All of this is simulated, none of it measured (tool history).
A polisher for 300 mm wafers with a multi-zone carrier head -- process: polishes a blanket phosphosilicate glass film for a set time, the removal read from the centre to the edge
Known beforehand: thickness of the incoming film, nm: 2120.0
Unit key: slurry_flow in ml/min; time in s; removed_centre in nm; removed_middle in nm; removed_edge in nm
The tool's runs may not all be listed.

Run 1, hour 0: slurry_flow 125 ml/min, centre_zone 1, middle_zone 1, edge_zone 1, slurry_solids 1, time 79 s. Result: removed_centre 748.32 nm, removed_middle 720.82 nm, removed_edge 742.55 nm.
Run 2, hour 8.9: slurry_flow 120 ml/min, centre_zone 1, middle_zone 0.96, edge_zone 0.98, slurry_solids 0.9, time 77 s. Result: removed_centre 677.04 nm, removed_middle 653.22 nm, removed_edge 683.85 nm.
Run 3, hour 11.7: slurry_flow 120 ml/min, centre_zone 1, middle_zone 0.96, edge_zone 1.05, slurry_solids 0.9, time 77 s. Result: removed_centre 680.8 nm, removed_middle 640.93 nm, removed_edge 708.35 nm.
Run 4, hour 19.4: slurry_flow 115 ml/min, centre_zone 1.02, middle_zone 0.94, edge_zone 1.03, slurry_solids 0.8, time 74 s. Result: removed_centre 631.19 nm, removed_middle 551.54 nm, removed_edge 623.26 nm.
Run 5, hour 24.1: slurry_flow 110 ml/min, centre_zone 1.02, middle_zone 0.93, edge_zone 1.01, slurry_solids 0.75, time 74 s. Result: removed_centre 572.87 nm, removed_middle 536.52 nm, removed_edge 586.19 nm.
Run 6, hour 30.4: slurry_flow 105 ml/min, centre_zone 1.04, middle_zone 0.91, edge_zone 1, slurry_solids 0.7, time 74 s. Result: removed_centre 570.58 nm, removed_middle 488.02 nm, removed_edge 561.42 nm.
Run 7, hour 35.5: slurry_flow 100 ml/min, centre_zone 1.04, middle_zone 0.9, edge_zone 0.98, slurry_solids 0.7, time 74 s. Result: removed_centre 562.21 nm, removed_middle 488.17 nm, removed_edge 542.58 nm.
Run 8, hour 41.3: slurry_flow 95 ml/min, centre_zone 1.04, middle_zone 0.89, edge_zone 0.98, slurry_solids 0.7, time 74 s. Result: removed_centre 548.93 nm, removed_middle 475.23 nm, removed_edge 532.46 nm.
Run 9, hour 43.6: slurry_flow 90 ml/min, centre_zone 1.04, middle_zone 0.88, edge_zone 0.98, slurry_solids 0.7, time 74 s. Result: removed_centre 531.14 nm, removed_middle 454.59 nm, removed_edge 538.98 nm.
Run 10, hour 45.9: slurry_flow 90 ml/min, centre_zone 1.05, middle_zone 0.88, edge_zone 0.97, slurry_solids 0.7, time 74 s. Result: removed_centre 535.44 nm, removed_middle 455.78 nm, removed_edge 527.83 nm.

Run 11 comes next. What will it give?
Run 11, hour 50: slurry_flow 85 ml/min, centre_zone 1.06, middle_zone 0.88, edge_zone 0.96, slurry_solids 0.7, time 74 s. Result: removed_centre ?, removed_middle ?, removed_edge ?.

{"run 11": {"removed_centre": 534.42, "removed_middle": 451.73, "removed_edge": 526.86}}
